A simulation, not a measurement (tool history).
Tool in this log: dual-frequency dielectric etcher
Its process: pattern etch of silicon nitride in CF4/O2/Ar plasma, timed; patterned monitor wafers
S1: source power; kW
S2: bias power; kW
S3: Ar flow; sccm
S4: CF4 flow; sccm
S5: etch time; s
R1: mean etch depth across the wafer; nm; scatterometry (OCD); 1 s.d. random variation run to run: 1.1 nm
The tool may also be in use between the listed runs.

Run 1, day 0: S1 0.51 kW, S2 0.048 kW, S3 138 sccm, S4 133 sccm, S5 173 s. Result: R1 316.05 nm.
Run 2, day 0.262: S1 0.6 kW, S2 0.048 kW, S3 138 sccm, S4 133 sccm, S5 173 s. Result: R1 369.33 nm.
Run 3, day 0.575: S1 0.6 kW, S2 0.048 kW, S3 138 sccm, S4 133 sccm, S5 173 s. Result: R1 369.47 nm.
Run 4, day 0.925: S1 0.51 kW, S2 0.045 kW, S3 140 sccm, S4 131 sccm, S5 173 s. Result: R1 307.71 nm.
Run 5, day 1.15: S1 0.45 kW, S2 0.043 kW, S3 142 sccm, S4 130 sccm, S5 173 s. Result: R1 269.39 nm.
Run 6, day 1.379: S1 0.41 kW, S2 0.042 kW, S3 142 sccm, S4 130 sccm, S5 173 s. Result: R1 243.49 nm.
Run 7, day 1.654: S1 0.41 kW, S2 0.042 kW, S3 142 sccm, S4 130 sccm, S5 173 s. Result: R1 242.45 nm.
Run 8, day 1.742: S1 0.31 kW, S2 0.041 kW, S3 142 sccm, S4 130 sccm, S5 173 s. Result: R1 183.89 nm.
Run 9, day 1.796: S1 0.32 kW, S2 0.041 kW, S3 142 sccm, S4 130 sccm, S5 173 s. Result: R1 188.67 nm.
Run 10, day 2.15: S1 0.33 kW, S2 0.041 kW, S3 142 sccm, S4 130 sccm, S5 173 s. Result: R1 193.21 nm.

Estimate the outcome of run 11 from the log above:
Run 11, day 2.496: S1 0.33 kW, S2 0.041 kW, S3 142 sccm, S4 130 sccm, S5 173 s. Result: R1 ?.

{"run 11": {"R1": 194.11}}
